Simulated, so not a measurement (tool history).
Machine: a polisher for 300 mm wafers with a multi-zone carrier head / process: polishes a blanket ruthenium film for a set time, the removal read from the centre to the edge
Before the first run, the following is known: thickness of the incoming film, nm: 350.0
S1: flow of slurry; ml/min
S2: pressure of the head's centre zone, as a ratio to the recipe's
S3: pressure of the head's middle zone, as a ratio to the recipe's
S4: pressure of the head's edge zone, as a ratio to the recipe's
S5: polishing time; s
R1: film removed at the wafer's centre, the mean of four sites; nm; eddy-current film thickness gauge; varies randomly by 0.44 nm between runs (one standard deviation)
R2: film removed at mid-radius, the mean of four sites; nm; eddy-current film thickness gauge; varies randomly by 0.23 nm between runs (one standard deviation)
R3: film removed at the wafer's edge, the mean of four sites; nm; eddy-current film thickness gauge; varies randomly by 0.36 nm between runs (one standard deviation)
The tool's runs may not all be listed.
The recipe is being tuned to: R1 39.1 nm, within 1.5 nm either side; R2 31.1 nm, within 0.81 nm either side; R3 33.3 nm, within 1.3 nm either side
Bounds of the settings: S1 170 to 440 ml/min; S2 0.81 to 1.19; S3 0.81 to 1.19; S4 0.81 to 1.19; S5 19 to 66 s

{"run": 1, "hour": 0.0, "S1": 280, "S2": 1, "S3": 1, "S4": 1, "S5": 42, "R1": 25.251, "R2": 26.475, "R3": 25.634}
{"run": 2, "hour": 5.2, "S1": 280, "S2": 1, "S3": 1, "S4": 0.97, "S5": 42, "R1": 25.626, "R2": 26.221, "R3": 25.474}
{"run": 3, "hour": 5.8, "S1": 315, "S2": 1, "S3": 1, "S4": 0.97, "S5": 42, "R1": 25.939, "R2": 26.503, "R3": 25.18}
{"run": 4, "hour": 13.0, "S1": 315, "S2": 1.06, "S3": 1, "S4": 0.97, "S5": 42, "R1": 27.415, "R2": 26.358, "R3": 25.256}
{"run": 5, "hour": 20.5, "S1": 315, "S2": 1.11, "S3": 1, "S4": 0.97, "S5": 42, "R1": 28.259, "R2": 26.756, "R3": 25.33}
{"run": 6, "hour": 21.6, "S1": 325, "S2": 1.13, "S3": 0.97, "S4": 0.98, "S5": 45, "R1": 31.163, "R2": 27.454, "R3": 27.851}
{"run": 7, "hour": 30.3, "S1": 335, "S2": 1.15, "S3": 0.96, "S4": 0.98, "S5": 47, "R1": 34.254, "R2": 28.794, "R3": 28.372}
{"run": 8, "hour": 38.6, "S1": 335, "S2": 1.16, "S3": 0.96, "S4": 1.02, "S5": 48, "R1": 34.535, "R2": 29.606, "R3": 30.165}
{"run": 9, "hour": 46.4, "S1": 345, "S2": 1.17, "S3": 0.95, "S4": 1.03, "S5": 49, "R1": 36.011, "R2": 29.802, "R3": 30.57}
{"run": 10, "hour": 52.9, "S1": 345, "S2": 1.18, "S3": 0.94, "S4": 1.04, "S5": 50, "R1": 36.705, "R2": 30.144, "R3": 31.258}
{"run": 11, "hour": 58.7, "S1": 350, "S2": 1.18, "S3": 0.93, "S4": 1.05, "S5": 51, "R1": 37.629, "R2": 30.362, "R3": 31.695}

Which one of the following 4 next-run settings gets every result inside its allowed miss? There is exactly one.
{"run": "A", "hour": 64.5, "S1": 440, "S2": 1.19, "S3": 0.94, "S4": 0.85, "S5": 51, "R1": "?", "R2": "?", "R3": "?"}
{"run": "B", "hour": 64.5, "S1": 385, "S2": 1.19, "S3": 0.93, "S4": 0.92, "S5": 56, "R1": "?", "R2": "?", "R3": "?"}
{"run": "C", "hour": 64.5, "S1": 310, "S2": 1.18, "S3": 0.91, "S4": 1.01, "S5": 54, "R1": "?", "R2": "?", "R3": "?"}
{"run": "D", "hour": 64.5, "S1": 440, "S2": 1.19, "S3": 0.87, "S4": 0.88, "S5": 51, "R1": "?", "R2": "?", "R3": "?"}

move=A R1=38.262 R2=31.539 R3=29.641
move=B R1=41.602 R2=34.017 R3=33.515
move=C R1=39.055 R2=31.687 R3=33.369
move=D R1=38.244 R2=29.575 R3=30.136
A: moves away from the targets compared with the last run
B: corrects the largest miss of the last run, while another result sits out of spec
C: every result within its allowed miss
D: moves away from the targets compared with the last run
C meets every target.
